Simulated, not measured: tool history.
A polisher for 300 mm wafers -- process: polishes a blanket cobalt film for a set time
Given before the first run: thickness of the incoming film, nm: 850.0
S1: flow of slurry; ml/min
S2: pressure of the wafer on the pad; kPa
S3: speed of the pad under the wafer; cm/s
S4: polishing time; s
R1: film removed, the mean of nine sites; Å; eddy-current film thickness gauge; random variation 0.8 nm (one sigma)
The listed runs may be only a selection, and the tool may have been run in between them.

| run | hour | S1 | S2 | S3 | S4 | R1 |
|---|---|---|---|---|---|---|
| 1 | 0.0 | 255 | 14.5 | 122 | 26 | 1733.80 |
| 2 | 7.6 | 305 | 14.5 | 122 | 26 | 1788.10 |
| 3 | 12.5 | 305 | 13.8 | 116 | 26 | 1655.20 |
| 4 | 14.4 | 300 | 13.1 | 108 | 26 | 1442.10 |
| 5 | 20.6 | 300 | 12.4 | 104 | 26 | 1326.10 |
| 6 | 27.2 | 300 | 12.4 | 104 | 23 | 1170.50 |
| 7 | 34.5 | 295 | 11.7 | 102 | 23 | 1061.60 |

Predict the results of run 8:
| 8 | 36.4 | 290 | 11.0 | 102 | 23 | ? |

{"run 8": {"R1": 992.86}}

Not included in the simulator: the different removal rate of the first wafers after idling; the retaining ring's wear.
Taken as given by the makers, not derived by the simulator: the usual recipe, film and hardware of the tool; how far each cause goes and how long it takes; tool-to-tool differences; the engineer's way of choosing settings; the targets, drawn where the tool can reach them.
